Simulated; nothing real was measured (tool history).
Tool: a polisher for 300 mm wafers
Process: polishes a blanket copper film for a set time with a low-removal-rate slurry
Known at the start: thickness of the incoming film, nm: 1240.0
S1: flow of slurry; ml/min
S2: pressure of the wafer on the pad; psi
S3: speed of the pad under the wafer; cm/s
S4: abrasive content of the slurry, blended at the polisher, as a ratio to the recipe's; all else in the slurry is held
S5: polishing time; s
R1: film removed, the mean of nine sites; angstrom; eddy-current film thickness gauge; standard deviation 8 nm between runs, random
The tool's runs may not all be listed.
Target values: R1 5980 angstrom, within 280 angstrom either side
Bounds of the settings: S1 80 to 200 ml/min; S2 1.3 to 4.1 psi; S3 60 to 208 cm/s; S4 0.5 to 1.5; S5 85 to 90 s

run	hour	S1	S2	S3	S4	S5	R1
1	0	130	2.7	134	1	85	3306
2	5.1	130	2.7	162	1	85	4020
3	12.8	100	2.7	162	1	85	3817.3
4	14.1	100	2.7	162	0.8	85	3748.2
5	20.6	100	2.9	162	0.8	85	3841.3
6	26.1	100	2.9	162	0.8	90	4038
7	33.9	105	3.1	164	0.8	90	4384.1
8	36.5	105	3.2	164	0.8	90	4570.6
9	43.5	110	3.3	164	0.8	90	4625.9
10	44.3	110	3.4	166	0.8	90	4783.5
11	50.7	110	3.5	168	0.8	90	4979.8
12	51.9	110	3.6	168	0.8	90	5082.9
13	57.5	110	3.7	168	0.8	90	5251.4
14	61.3	110	3.8	168	0.8	90	5358.5

Exactly one of the 4 candidate moves below puts every result within its allowed miss. Which one?
A	65.1	125	3.7	168	0.8	88	?
B	65.1	115	3.9	176	0.95	90	?
C	65.1	100	3.7	168	1.05	85	?
D	65.1	105	3.5	164	0.85	86	?

move	R1
A	5207.5
B	5886.8
C	5047.1
D	4651.8
A: its largest miss is bigger than the last run's
B: all results in spec
C: its largest miss is bigger than the last run's
D: its largest miss is bigger than the last run's
B is the move that brings every result within its allowed miss.
